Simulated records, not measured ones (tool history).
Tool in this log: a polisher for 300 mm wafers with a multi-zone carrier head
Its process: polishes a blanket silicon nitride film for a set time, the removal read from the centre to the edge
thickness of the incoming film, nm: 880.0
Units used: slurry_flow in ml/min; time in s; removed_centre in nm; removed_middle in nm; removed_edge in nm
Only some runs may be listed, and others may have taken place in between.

| run | hour | slurry_flow | centre_zone | middle_zone | edge_zone | time | removed_centre | removed_middle | removed_edge |
|---|---|---|---|---|---|---|---|---|---|
| 1 | 0 | 220 | 1 | 1 | 1 | 47 | 117.95 | 118.61 | 121.65 |
| 2 | 7 | 240 | 1.05 | 1.05 | 1.01 | 51 | 136.62 | 137.57 | 130 |
| 3 | 9.7 | 240 | 1.05 | 1.05 | 1.01 | 61 | 161.54 | 164.06 | 158.54 |
| 4 | 17.5 | 255 | 1.08 | 1.07 | 1.03 | 61 | 167.37 | 167.62 | 161.88 |
| 5 | 21.4 | 265 | 1.11 | 1.1 | 1.03 | 61 | 172.97 | 172.82 | 162.88 |
| 6 | 30.1 | 275 | 1.13 | 1.12 | 1.02 | 61 | 177.02 | 176.1 | 161.29 |

What does the tool deliver on the next run?
| 7 | 38.9 | 285 | 1.15 | 1.13 | 1.02 | 61 | ? | ? | ? |

removed_centre: 179.98 nm
removed_middle: 177.52 nm
removed_edge: 160.93 nm

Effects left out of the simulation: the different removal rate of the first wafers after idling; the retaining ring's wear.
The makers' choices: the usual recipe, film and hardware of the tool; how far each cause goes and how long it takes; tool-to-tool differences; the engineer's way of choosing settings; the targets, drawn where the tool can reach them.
